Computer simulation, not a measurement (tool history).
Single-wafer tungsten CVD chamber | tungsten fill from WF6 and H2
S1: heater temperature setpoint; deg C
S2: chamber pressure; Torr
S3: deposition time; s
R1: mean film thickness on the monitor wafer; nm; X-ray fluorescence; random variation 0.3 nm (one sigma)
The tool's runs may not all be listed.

{"run": 1, "hour": 0.0, "S1": 400, "S2": 36.6, "S3": 27.6, "R1": 84.248}
{"run": 2, "hour": 3.0, "S1": 400, "S2": 36.6, "S3": 27.6, "R1": 83.016}
{"run": 3, "hour": 5.3, "S1": 400, "S2": 30.7, "S3": 27.6, "R1": 75.844}
{"run": 4, "hour": 10.8, "S1": 400, "S2": 33.5, "S3": 27.6, "R1": 79.499}
{"run": 5, "hour": 19.1, "S1": 400, "S2": 29.7, "S3": 27.6, "R1": 74.163}
{"run": 6, "hour": 26.6, "S1": 400, "S2": 29.7, "S3": 27.6, "R1": 74.276}

The next listed run, before its measurement:
{"run": 7, "hour": 34.2, "S1": 398, "S2": 29.7, "S3": 27.6, "R1": "?"}

{"run 7": {"R1": 71.993}}
